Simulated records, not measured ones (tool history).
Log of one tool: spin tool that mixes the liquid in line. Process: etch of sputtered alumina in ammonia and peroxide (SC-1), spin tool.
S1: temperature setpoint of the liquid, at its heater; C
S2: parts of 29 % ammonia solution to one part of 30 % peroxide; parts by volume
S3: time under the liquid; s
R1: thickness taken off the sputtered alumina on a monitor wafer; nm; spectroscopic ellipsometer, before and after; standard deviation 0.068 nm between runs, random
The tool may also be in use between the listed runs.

run 1 hour=0 | S1=55 S2=1 S3=145 | R1=8.3934
run 2 hour=7.5 | S1=55 S2=0.75 S3=145 | R1=8.1801
run 3 hour=16.4 | S1=57.5 S2=0.75 S3=145 | R1=9.4242
run 4 hour=17.6 | S1=57.5 S2=0.6 S3=145 | R1=9.1786
run 5 hour=21.5 | S1=57.5 S2=0.6 S3=145 | R1=9.1536
run 6 hour=29.1 | S1=59.5 S2=0.6 S3=145 | R1=10.148
run 7 hour=34.6 | S1=61.5 S2=0.6 S3=145 | R1=11.311
-- hour=38.9 heated supply line repaired
run 8 hour=38.9 | S1=63 S2=0.6 S3=145 | R1=14.265

Estimate the outcome of run 9 from the log above:
run 9 hour=40.3 | S1=63.5 S2=0.6 S3=145 | R1=?

{"run 9": {"R1": 14.58}}
